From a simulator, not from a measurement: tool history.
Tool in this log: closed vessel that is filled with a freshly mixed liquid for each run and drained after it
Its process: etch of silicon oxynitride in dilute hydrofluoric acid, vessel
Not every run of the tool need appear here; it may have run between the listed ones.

run  hour  temperature setpoint of the liquid (°C)  parts of water to one part of 49 % hydrofluoric acid (parts by volume)  time in the liquid (s)  thickness taken off the silicon oxynitride on a monitor wafer (Å)
  1     0                                       23                                                                     135                     215                                                             29.665
  2   8.7                                       23                                                                     165                     215                                                             24.183
  3  11.9                                     23.5                                                                     165                     215                                                             24.831
  4  13.9                                       24                                                                     165                     215                                                             25.124
  5  16.9                                     24.5                                                                     165                     215                                                             25.785
  6  23.2                                     24.5                                                                     165                     160                                                             19.116
  7  30.2                                     24.5                                                                     155                     160                                                             20.728

Predict the results of run 8:
  8  37.5                                     24.5                                                                     145                     160                                                                  ?

{"run 8": {"thickness taken off the silicon oxynitride on a monitor wafer (Å)": 21.952}}
